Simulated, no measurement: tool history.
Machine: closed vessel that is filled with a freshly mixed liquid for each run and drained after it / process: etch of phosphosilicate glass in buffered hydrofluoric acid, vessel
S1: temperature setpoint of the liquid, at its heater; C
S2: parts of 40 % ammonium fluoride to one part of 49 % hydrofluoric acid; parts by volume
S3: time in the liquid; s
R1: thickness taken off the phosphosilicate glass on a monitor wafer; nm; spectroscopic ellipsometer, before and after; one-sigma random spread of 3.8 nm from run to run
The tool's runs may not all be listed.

run  hour    S1    S2  S3      R1
  1   0.0  20.0  17.0  90  268.71
  2   8.7  17.0  17.0  90  224.02
  3  13.9  20.5  16.5  90  280.78
  4  22.5  20.5  16.5  95  298.75
  5  29.5  23.0  16.5  95  346.31
  6  33.6  23.0  18.5  95  310.69
  7  38.8  24.5  18.0  95  346.60
  8  44.2  25.5  17.5  95  366.51
  9  50.3  25.5  17.5  95  374.69
 10  53.2  26.5  17.5  95  389.92
 11  55.8  27.0  17.0  95  419.08

Run 12 is up next; what results do you expect?
 12  59.4  27.5  17.0  95   ?

For run 12 the tool returned R1 418.67 nm.
